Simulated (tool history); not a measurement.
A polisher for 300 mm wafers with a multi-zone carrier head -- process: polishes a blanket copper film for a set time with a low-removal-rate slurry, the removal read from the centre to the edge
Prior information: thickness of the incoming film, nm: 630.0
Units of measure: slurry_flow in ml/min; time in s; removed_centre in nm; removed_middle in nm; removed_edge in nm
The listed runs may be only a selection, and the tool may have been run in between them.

run 1 hour=0 | slurry_flow=215 centre_zone=1 middle_zone=1 edge_zone=1 slurry_solids=1 time=40 | removed_centre=100.19 removed_middle=100.8 removed_edge=97.772
run 2 hour=3.7 | slurry_flow=215 centre_zone=0.92 middle_zone=1 edge_zone=1 slurry_solids=1 time=40 | removed_centre=91.924 removed_middle=100.62 removed_edge=98.473
run 3 hour=6.6 | slurry_flow=215 centre_zone=0.92 middle_zone=1 edge_zone=1.06 slurry_solids=1 time=40 | removed_centre=93.976 removed_middle=100.97 removed_edge=102.08
run 4 hour=9.5 | slurry_flow=215 centre_zone=0.92 middle_zone=1 edge_zone=1.06 slurry_solids=1 time=35 | removed_centre=80.054 removed_middle=88.415 removed_edge=89.536
run 5 hour=16.3 | slurry_flow=215 centre_zone=0.97 middle_zone=1 edge_zone=1.06 slurry_solids=1 time=35 | removed_centre=84.262 removed_middle=87.924 removed_edge=86.28
run 6 hour=19.4 | slurry_flow=220 centre_zone=0.98 middle_zone=1.01 edge_zone=1.06 slurry_solids=1.05 time=37 | removed_centre=92.77 removed_middle=95.831 removed_edge=93.506
run 7 hour=28.3 | slurry_flow=225 centre_zone=0.98 middle_zone=1.01 edge_zone=1.07 slurry_solids=1.1 time=38 | removed_centre=97.431 removed_middle=98.778 removed_edge=97.927
run 8 hour=29.8 | slurry_flow=230 centre_zone=0.98 middle_zone=1.02 edge_zone=1.08 slurry_solids=1.15 time=39 | removed_centre=99.4 removed_middle=103.2 removed_edge=102.83
run 9 hour=36.9 | slurry_flow=235 centre_zone=0.99 middle_zone=1.03 edge_zone=1.09 slurry_solids=1.2 time=40 | removed_centre=103.58 removed_middle=108.46 removed_edge=104.79
run 10 hour=42.7 | slurry_flow=220 centre_zone=1.07 middle_zone=1 edge_zone=1.12 slurry_solids=1.45 time=51 | removed_centre=150.05 removed_middle=140.11 removed_edge=145.55
run 11 hour=45.9 | slurry_flow=220 centre_zone=1.07 middle_zone=1 edge_zone=1.12 slurry_solids=1.45 time=51 | removed_centre=149.65 removed_middle=140.21 removed_edge=140.2

What does the tool deliver on the next run?
run 12 hour=52.2 | slurry_flow=225 centre_zone=1.07 middle_zone=1.01 edge_zone=1.13 slurry_solids=1.45 time=51 | removed_centre=? removed_middle=? removed_edge=?

Run 12 came out at removed_centre 152.29 nm, removed_middle 141.06 nm, removed_edge 142.41 nm.

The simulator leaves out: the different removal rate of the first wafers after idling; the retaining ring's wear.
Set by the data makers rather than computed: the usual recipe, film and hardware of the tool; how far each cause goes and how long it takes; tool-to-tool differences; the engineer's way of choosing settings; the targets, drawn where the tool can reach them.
